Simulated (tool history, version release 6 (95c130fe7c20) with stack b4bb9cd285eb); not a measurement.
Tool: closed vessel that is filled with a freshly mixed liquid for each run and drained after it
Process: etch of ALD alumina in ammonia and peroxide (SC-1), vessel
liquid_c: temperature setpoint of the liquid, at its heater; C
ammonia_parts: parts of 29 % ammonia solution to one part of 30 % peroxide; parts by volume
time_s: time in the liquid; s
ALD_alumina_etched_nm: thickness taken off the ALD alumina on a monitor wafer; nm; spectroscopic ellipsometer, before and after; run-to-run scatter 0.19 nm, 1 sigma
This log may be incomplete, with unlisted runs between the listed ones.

run 1 day=0.000 | liquid_c=55.0 ammonia_parts=0.60 time_s=1085 | ALD_alumina_etched_nm=52.051
run 2 day=0.150 | liquid_c=50.5 ammonia_parts=0.60 time_s=1085 | ALD_alumina_etched_nm=40.721
run 3 day=0.375 | liquid_c=50.5 ammonia_parts=0.75 time_s=1085 | ALD_alumina_etched_nm=42.008
run 4 day=0.504 | liquid_c=47.5 ammonia_parts=0.75 time_s=1085 | ALD_alumina_etched_nm=35.246
run 5 day=0.567 | liquid_c=47.5 ammonia_parts=0.75 time_s=1085 | ALD_alumina_etched_nm=35.093
run 6 day=0.917 | liquid_c=47.5 ammonia_parts=0.75 time_s=1160 | ALD_alumina_etched_nm=37.991

What will run 7 give?
run 7 day=1.275 | liquid_c=45.0 ammonia_parts=0.75 time_s=1160 | ALD_alumina_etched_nm=?

ALD_alumina_etched_nm: 33.033 nm

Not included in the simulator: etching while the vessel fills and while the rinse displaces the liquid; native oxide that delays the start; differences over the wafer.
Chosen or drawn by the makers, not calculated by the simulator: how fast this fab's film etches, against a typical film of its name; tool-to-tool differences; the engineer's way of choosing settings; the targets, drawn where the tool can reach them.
